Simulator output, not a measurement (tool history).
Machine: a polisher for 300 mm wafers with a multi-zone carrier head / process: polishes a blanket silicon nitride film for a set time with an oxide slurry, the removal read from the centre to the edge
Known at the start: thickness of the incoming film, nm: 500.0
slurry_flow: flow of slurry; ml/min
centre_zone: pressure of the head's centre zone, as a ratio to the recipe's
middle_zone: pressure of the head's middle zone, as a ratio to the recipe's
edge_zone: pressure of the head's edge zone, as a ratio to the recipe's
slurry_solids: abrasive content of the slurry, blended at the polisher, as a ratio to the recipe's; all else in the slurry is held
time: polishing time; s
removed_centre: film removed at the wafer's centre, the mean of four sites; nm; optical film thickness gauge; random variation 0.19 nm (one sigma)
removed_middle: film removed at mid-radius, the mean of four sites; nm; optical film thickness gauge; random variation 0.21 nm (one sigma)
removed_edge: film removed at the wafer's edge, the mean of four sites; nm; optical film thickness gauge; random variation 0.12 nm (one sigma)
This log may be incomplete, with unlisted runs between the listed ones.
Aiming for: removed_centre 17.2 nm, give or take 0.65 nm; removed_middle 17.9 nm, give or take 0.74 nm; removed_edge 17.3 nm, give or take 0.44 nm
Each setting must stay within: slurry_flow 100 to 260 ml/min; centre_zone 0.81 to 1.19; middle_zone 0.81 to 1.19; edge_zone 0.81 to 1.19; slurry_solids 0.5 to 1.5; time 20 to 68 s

run    day  slurry_flow  centre_zone  middle_zone  edge_zone  slurry_solids  time  removed_centre  removed_middle  removed_edge
  1      0          165            1            1          1              1    44          24.997          24.629        23.935
  2  0.054          165            1         0.92          1              1    44          25.085          23.138         23.87
  3  0.212          165         1.03         0.92          1              1    44          25.661          23.136        24.033
  4  0.583          165         1.09         0.92          1              1    44          27.183          22.856        23.749
  5  0.771          160         1.06         0.92       0.98            0.9    44          24.622          21.145        21.718
  6  0.962          160         1.06         0.92       0.98            0.9    40          21.864          19.731        20.013
  7  1.188          150         1.04         0.92       0.96            0.9    40          21.581          18.989        19.488
  8  1.558          145         1.01         0.93       0.94            0.9    40          20.801            19.6        19.389
  9  1.817          140         0.99         0.92       0.93            0.9    40          19.758           18.74        18.843
 10   1.85          135         0.98         0.92       0.92            0.9    40          19.938          18.839        18.776
 11  1.917          130         0.96         0.92       0.91            0.9    40          18.758          18.147        18.505
 12  2.267          125         0.95         0.93        0.9            0.9    40          18.477          18.524        18.578
 13  2.542          125         0.95         0.93       0.89            0.9    40          18.534          18.542        18.303
 14  2.604          125         0.95         0.93       0.89            0.9    40          18.537          18.813         18.25
 15  2.842          120         0.95         0.93       0.88            0.9    40          18.379          18.433        18.068
 16  2.867          115         0.94         0.93       0.87            0.9    40          18.167          17.808        17.738
 17  3.229          115         0.93         0.94       0.87            0.9    40          18.228          18.263         17.78
 18  3.504          105         0.89         0.93       0.85           0.85    40           15.64          16.758        16.492
 19  3.754          110         0.89         0.93       0.85           0.85    40           16.01          17.129        16.618
 20  3.871          115         0.89         0.93       0.85           0.85    40          16.053          17.554        16.737

Which of these 4 next moves meets every target?
  A  3.988          135         0.97         0.94       0.81            0.8    40               ?               ?             ?
  B  3.988          140         0.89         0.93       0.82            0.8    38               ?               ?             ?
  C  3.988          120         0.91         0.94       0.85            0.9    39               ?               ?             ?
  D  3.988          135         0.81         0.94       0.81           0.85    39               ?               ?             ?

move  removed_centre  removed_middle  removed_edge
   A          17.739          17.281        16.156
   B          15.603          16.419        15.528
   C          17.218          17.967        17.312
   D           15.17          17.739        16.571
A: brings the last run's worst result on target, with another outside its allowed miss
B: moves away from the targets compared with the last run
C: each result inside its tolerance
D: moves away from the targets compared with the last run
Answer: C
